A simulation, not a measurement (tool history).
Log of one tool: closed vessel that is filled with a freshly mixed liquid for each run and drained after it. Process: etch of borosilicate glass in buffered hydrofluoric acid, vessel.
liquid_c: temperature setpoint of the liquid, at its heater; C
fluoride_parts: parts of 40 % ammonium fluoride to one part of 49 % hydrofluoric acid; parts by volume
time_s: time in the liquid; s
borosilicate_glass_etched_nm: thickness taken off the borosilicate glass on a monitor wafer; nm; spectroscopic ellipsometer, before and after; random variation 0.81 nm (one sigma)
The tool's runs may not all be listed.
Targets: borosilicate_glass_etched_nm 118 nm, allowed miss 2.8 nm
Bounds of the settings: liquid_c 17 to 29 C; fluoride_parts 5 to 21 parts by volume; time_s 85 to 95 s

run 1 hour=0 | liquid_c=21 fluoride_parts=13 time_s=85 | borosilicate_glass_etched_nm=69.48
run 2 hour=0.8 | liquid_c=22.5 fluoride_parts=12.5 time_s=85 | borosilicate_glass_etched_nm=78.6
run 3 hour=9.2 | liquid_c=22.5 fluoride_parts=12.5 time_s=85 | borosilicate_glass_etched_nm=78.169
run 4 hour=14.9 | liquid_c=22.5 fluoride_parts=12.5 time_s=95 | borosilicate_glass_etched_nm=87.705
run 5 hour=17.7 | liquid_c=22.5 fluoride_parts=12.5 time_s=95 | borosilicate_glass_etched_nm=87.826
run 6 hour=22.3 | liquid_c=24 fluoride_parts=12.5 time_s=95 | borosilicate_glass_etched_nm=94.315
run 7 hour=26.5 | liquid_c=25 fluoride_parts=12.5 time_s=95 | borosilicate_glass_etched_nm=100.2
run 8 hour=33.8 | liquid_c=25.5 fluoride_parts=12.5 time_s=95 | borosilicate_glass_etched_nm=103.65
run 9 hour=39 | liquid_c=26 fluoride_parts=12.5 time_s=95 | borosilicate_glass_etched_nm=105.59
run 10 hour=42.1 | liquid_c=26.5 fluoride_parts=12.5 time_s=95 | borosilicate_glass_etched_nm=108.42
run 11 hour=45.5 | liquid_c=27 fluoride_parts=12.5 time_s=95 | borosilicate_glass_etched_nm=111.24

5 next moves are on the table. One of them brings every result within its allowed miss. Which?
run A hour=48.9 | liquid_c=28.5 fluoride_parts=13 time_s=90 | borosilicate_glass_etched_nm=?
run B hour=48.9 | liquid_c=27.5 fluoride_parts=12 time_s=90 | borosilicate_glass_etched_nm=?
run C hour=48.9 | liquid_c=27 fluoride_parts=10.5 time_s=90 | borosilicate_glass_etched_nm=?
run D hour=48.9 | liquid_c=28 fluoride_parts=11.5 time_s=95 | borosilicate_glass_etched_nm=?
run E hour=48.9 | liquid_c=28.5 fluoride_parts=12 time_s=90 | borosilicate_glass_etched_nm=?

move=A borosilicate_glass_etched_nm=109.4
move=B borosilicate_glass_etched_nm=112.35
move=C borosilicate_glass_etched_nm=124.82
move=D borosilicate_glass_etched_nm=126.95
move=E borosilicate_glass_etched_nm=118.38
A: further off than the last run
B: nearer than the last run, and not there yet
C: takes the result that was furthest off past its target
D: takes the result that was furthest off past its target
E: meets every target
The right move is E.

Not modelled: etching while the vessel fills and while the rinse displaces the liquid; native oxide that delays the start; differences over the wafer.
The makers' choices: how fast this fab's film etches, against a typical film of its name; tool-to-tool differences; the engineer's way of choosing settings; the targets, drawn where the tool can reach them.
